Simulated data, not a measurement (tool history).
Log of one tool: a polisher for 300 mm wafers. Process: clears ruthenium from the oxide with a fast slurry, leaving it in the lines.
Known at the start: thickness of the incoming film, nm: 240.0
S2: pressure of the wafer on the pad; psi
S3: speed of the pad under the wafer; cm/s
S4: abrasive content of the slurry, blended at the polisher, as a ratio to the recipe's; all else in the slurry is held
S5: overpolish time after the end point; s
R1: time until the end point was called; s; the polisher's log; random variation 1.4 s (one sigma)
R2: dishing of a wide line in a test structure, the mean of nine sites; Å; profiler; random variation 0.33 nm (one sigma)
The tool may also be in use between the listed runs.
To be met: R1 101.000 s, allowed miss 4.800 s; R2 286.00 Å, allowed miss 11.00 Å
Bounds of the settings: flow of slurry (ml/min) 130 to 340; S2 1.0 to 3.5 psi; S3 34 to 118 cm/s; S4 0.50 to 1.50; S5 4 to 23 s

Run 1, hour 0.0: flow of slurry (ml/min) 220, S2 2.2 psi, S3 76 cm/s, S4 1.00, S5 12 s. Result: R1 84.096 s, R2 239.11 Å.
Run 2, hour 6.3: flow of slurry (ml/min) 220, S2 2.1 psi, S3 76 cm/s, S4 1.00, S5 13 s. Result: R1 85.515 s, R2 250.61 Å.
Run 3, hour 8.6: flow of slurry (ml/min) 220, S2 2.7 psi, S3 76 cm/s, S4 1.00, S5 13 s. Result: R1 70.290 s, R2 292.29 Å.
Run 4, hour 10.2: flow of slurry (ml/min) 220, S2 2.7 psi, S3 76 cm/s, S4 1.10, S5 13 s. Result: R1 70.526 s, R2 296.05 Å.
Run 5, hour 13.3: flow of slurry (ml/min) 220, S2 2.7 psi, S3 88 cm/s, S4 1.10, S5 13 s. Result: R1 59.919 s, R2 333.34 Å.
Run 6, hour 22.4: flow of slurry (ml/min) 220, S2 2.5 psi, S3 88 cm/s, S4 1.10, S5 14 s. Result: R1 65.109 s, R2 329.25 Å.
Run 7, hour 30.1: flow of slurry (ml/min) 220, S2 2.3 psi, S3 88 cm/s, S4 1.10, S5 15 s. Result: R1 67.416 s, R2 344.03 Å.
Run 8, hour 35.2: flow of slurry (ml/min) 210, S2 1.7 psi, S3 86 cm/s, S4 1.10, S5 17 s. Result: R1 85.195 s, R2 318.40 Å.
Run 9, hour 41.6: flow of slurry (ml/min) 210, S2 1.6 psi, S3 86 cm/s, S4 1.10, S5 17 s. Result: R1 89.493 s, R2 301.61 Å.

4 next moves are on the table. One of them brings every result within its allowed miss. Which?
Run A, hour 48.0: flow of slurry (ml/min) 210, S2 1.7 psi, S3 96 cm/s, S4 1.15, S5 13 s. Result: R1 ?, R2 ?.
Run B, hour 48.0: flow of slurry (ml/min) 180, S2 1.9 psi, S3 82 cm/s, S4 0.95, S5 17 s. Result: R1 ?, R2 ?.
Run C, hour 48.0: flow of slurry (ml/min) 250, S2 2.0 psi, S3 78 cm/s, S4 0.90, S5 14 s. Result: R1 ?, R2 ?.
Run D, hour 48.0: flow of slurry (ml/min) 290, S2 1.1 psi, S3 88 cm/s, S4 1.20, S5 18 s. Result: R1 ?, R2 ?.

move       R1      R2
   A   76.938  280.54
   B   90.488  304.68
   C   90.577  261.29
   D  103.820  286.28
A: further off than the last run
B: nearer than the last run, and not there yet
C: nearer than the last run, and not there yet
D: meets every target
The right move is D.
